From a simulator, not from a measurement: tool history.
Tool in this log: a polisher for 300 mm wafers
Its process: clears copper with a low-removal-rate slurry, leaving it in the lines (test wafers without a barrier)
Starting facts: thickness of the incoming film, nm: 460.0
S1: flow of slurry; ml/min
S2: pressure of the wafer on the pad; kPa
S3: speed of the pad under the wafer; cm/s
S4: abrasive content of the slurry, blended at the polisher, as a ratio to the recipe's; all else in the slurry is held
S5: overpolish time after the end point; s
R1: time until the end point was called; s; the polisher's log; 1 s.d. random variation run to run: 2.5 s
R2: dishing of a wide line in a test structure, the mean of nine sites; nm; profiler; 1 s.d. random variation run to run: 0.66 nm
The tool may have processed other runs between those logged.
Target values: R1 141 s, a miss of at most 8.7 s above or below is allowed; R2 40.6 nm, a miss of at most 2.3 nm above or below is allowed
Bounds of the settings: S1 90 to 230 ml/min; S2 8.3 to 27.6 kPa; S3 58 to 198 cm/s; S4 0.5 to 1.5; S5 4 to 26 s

Run 1, day 0: S1 150 ml/min, S2 17.9 kPa, S3 128 cm/s, S4 1, S5 13 s. Result: R1 137.67 s, R2 30.712 nm.
Run 2, day 0.129: S1 150 ml/min, S2 17.9 kPa, S3 128 cm/s, S4 1, S5 7 s. Result: R1 135.62 s, R2 17.407 nm.
Run 3, day 0.492: S1 150 ml/min, S2 17.9 kPa, S3 128 cm/s, S4 1.1, S5 7 s. Result: R1 135.76 s, R2 18.347 nm.
Run 4, day 0.725: S1 150 ml/min, S2 17.9 kPa, S3 128 cm/s, S4 1.2, S5 7 s. Result: R1 132.81 s, R2 18.133 nm.
Run 5, day 0.821: S1 145 ml/min, S2 17.9 kPa, S3 128 cm/s, S4 1.2, S5 8 s. Result: R1 130.46 s, R2 20.854 nm.
Run 6, day 1.088: S1 145 ml/min, S2 17.9 kPa, S3 128 cm/s, S4 1.2, S5 9 s. Result: R1 134.25 s, R2 21.855 nm.
Run 7, day 1.35: S1 145 ml/min, S2 17.9 kPa, S3 128 cm/s, S4 1.2, S5 10 s. Result: R1 132.51 s, R2 24.971 nm.
Run 8, day 1.575: S1 145 ml/min, S2 17.9 kPa, S3 128 cm/s, S4 1.2, S5 11 s. Result: R1 138.93 s, R2 26.702 nm.
Run 9, day 1.792: S1 140 ml/min, S2 19.3 kPa, S3 128 cm/s, S4 1.2, S5 17 s. Result: R1 124.25 s, R2 40.018 nm.

4 candidate next runs follow, results not yet known. Just one meets every target within its allowed miss. Identify it.
Run A, day 2.008: S1 135 ml/min, S2 17.2 kPa, S3 126 cm/s, S4 1.25, S5 20 s. Result: R1 ?, R2 ?.
Run B, day 2.008: S1 160 ml/min, S2 15.9 kPa, S3 116 cm/s, S4 1.25, S5 23 s. Result: R1 ?, R2 ?.
Run C, day 2.008: S1 150 ml/min, S2 21.4 kPa, S3 142 cm/s, S4 1.2, S5 13 s. Result: R1 ?, R2 ?.
Run D, day 2.008: S1 135 ml/min, S2 21.4 kPa, S3 126 cm/s, S4 1.1, S5 17 s. Result: R1 ?, R2 ?.

move      R1      R2
   A  137.73  41.202
   B  154.49  41.757
   C  101.14  38.022
   D  115.29  42.073
A: each result inside its tolerance
B: pushes the last run's worst result past its target
C: moves away from the targets compared with the last run
D: moves away from the targets compared with the last run
Answer: A
